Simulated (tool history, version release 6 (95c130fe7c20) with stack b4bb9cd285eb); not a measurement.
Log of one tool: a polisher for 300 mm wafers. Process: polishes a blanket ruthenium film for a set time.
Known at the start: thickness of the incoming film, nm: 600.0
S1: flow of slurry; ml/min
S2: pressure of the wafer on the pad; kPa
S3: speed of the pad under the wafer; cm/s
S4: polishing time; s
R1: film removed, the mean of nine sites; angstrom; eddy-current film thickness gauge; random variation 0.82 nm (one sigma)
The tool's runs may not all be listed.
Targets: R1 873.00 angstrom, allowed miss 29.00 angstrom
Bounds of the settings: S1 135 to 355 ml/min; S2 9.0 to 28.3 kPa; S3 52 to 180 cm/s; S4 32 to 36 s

run  hour   S1    S2   S3  S4      R1
  1   0.0  225  18.6  116  36  660.54
  2   1.3  225  19.3  116  36  680.58
  3   7.4  225  20.0  116  36  712.94
  4  10.0  225  20.0   90  36  558.32
  5  17.4  225  21.4   90  36  593.71
  6  20.2  225  21.4   74  36  492.65
  7  29.2  225  22.8   78  36  549.01
  8  32.3  225  23.4   82  36  595.59
  9  40.3  225  24.1   84  36  623.14
 10  46.5  225  24.8   86  36  665.59
 11  53.2  225  25.5   88  36  682.17

4 next moves are on the table. One of them brings every result within its allowed miss. Which?
  A  59.9  235  26.9  116  36   ?
  B  59.9  215  27.6  114  35   ?
  C  59.9  235  23.4  120  36   ?
  D  59.9  240  24.1  128  36   ?

move      R1
   A  957.72
   B  930.15
   C  865.52
   D  949.94
A: takes the result that was furthest off past its target
B: takes the result that was furthest off past its target
C: meets every target
D: takes the result that was furthest off past its target
Move C is the one to make.

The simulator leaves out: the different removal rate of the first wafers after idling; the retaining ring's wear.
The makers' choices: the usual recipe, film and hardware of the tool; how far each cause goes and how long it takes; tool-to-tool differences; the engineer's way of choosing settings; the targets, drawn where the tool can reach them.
